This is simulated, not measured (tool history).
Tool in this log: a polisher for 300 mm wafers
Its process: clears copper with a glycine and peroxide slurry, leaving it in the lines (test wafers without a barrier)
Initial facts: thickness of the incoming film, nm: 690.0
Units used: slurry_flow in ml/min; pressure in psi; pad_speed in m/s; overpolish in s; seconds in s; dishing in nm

run 1 hour=0.0 | slurry_flow=265 pressure=2.8 pad_speed=0.84 overpolish=13 | seconds=123.64 dishing=50.460
run 2 hour=2.4 | slurry_flow=265 pressure=2.7 pad_speed=0.84 overpolish=14 | seconds=128.30 dishing=50.917
run 3 hour=10.2 | slurry_flow=265 pressure=2.6 pad_speed=0.84 overpolish=15 | seconds=128.40 dishing=52.542
run 4 hour=13.2 | slurry_flow=265 pressure=2.5 pad_speed=0.82 overpolish=16 | seconds=138.52 dishing=54.300
run 5 hour=17.1 | slurry_flow=200 pressure=2.5 pad_speed=0.82 overpolish=16 | seconds=142.89 dishing=51.706
run 6 hour=19.2 | slurry_flow=200 pressure=2.4 pad_speed=0.82 overpolish=17 | seconds=144.59 dishing=53.041
run 7 hour=27.2 | slurry_flow=200 pressure=2.3 pad_speed=0.82 overpolish=18 | seconds=152.40 dishing=54.211
run 8 hour=33.9 | slurry_flow=200 pressure=2.2 pad_speed=0.80 overpolish=20 | seconds=158.20 dishing=56.501

Estimate the outcome of run 9 from the log above:
run 9 hour=39.3 | slurry_flow=200 pressure=2.1 pad_speed=0.80 overpolish=21 | seconds=? dishing=?

{"run 9": {"seconds": 167.24, "dishing": 55.515}}

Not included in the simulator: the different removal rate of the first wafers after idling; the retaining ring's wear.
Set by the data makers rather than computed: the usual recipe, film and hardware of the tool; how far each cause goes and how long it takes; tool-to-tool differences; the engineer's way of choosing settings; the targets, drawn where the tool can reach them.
